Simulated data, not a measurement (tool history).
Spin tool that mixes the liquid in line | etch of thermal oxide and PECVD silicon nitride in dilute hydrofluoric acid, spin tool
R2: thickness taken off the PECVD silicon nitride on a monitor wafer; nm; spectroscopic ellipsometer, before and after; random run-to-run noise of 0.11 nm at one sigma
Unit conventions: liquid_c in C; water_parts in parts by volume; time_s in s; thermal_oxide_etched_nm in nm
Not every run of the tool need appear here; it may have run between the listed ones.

run 1 hour=0.0 | liquid_c=26.0 water_parts=110 time_s=180 | thermal_oxide_etched_nm=7.6021 R2=5.2272
run 2 hour=6.7 | liquid_c=27.0 water_parts=85 time_s=185 | thermal_oxide_etched_nm=11.0030 R2=7.3979
run 3 hour=11.0 | liquid_c=27.0 water_parts=55 time_s=185 | thermal_oxide_etched_nm=17.5890 R2=11.2720
run 4 hour=14.4 | liquid_c=27.5 water_parts=50 time_s=185 | thermal_oxide_etched_nm=19.7530 R2=12.7520
run 5 hour=17.4 | liquid_c=27.5 water_parts=50 time_s=140 | thermal_oxide_etched_nm=14.9900 R2=9.7261
run 6 hour=23.5 | liquid_c=27.5 water_parts=50 time_s=70 | thermal_oxide_etched_nm=7.5124 R2=4.9317
run 7 hour=28.4 | liquid_c=28.5 water_parts=40 time_s=95 | thermal_oxide_etched_nm=13.3910 R2=8.8917
run 8 hour=33.8 | liquid_c=29.5 water_parts=35 time_s=95 | thermal_oxide_etched_nm=16.0000 R2=10.6080
run 9 hour=39.7 | liquid_c=30.5 water_parts=30 time_s=95 | thermal_oxide_etched_nm=19.4960 R2=13.2750
run 10 hour=41.5 | liquid_c=30.5 water_parts=25 time_s=95 | thermal_oxide_etched_nm=23.6830 R2=15.6750
run 11 hour=43.9 | liquid_c=30.5 water_parts=20 time_s=95 | thermal_oxide_etched_nm=30.0300 R2=19.4010

Run 12 comes next. What will it give?
run 12 hour=52.9 | liquid_c=29.5 water_parts=35 time_s=100 | thermal_oxide_etched_nm=? R2=?

Run 12 measured thermal_oxide_etched_nm 16.8580 nm, R2 11.3440 nm.
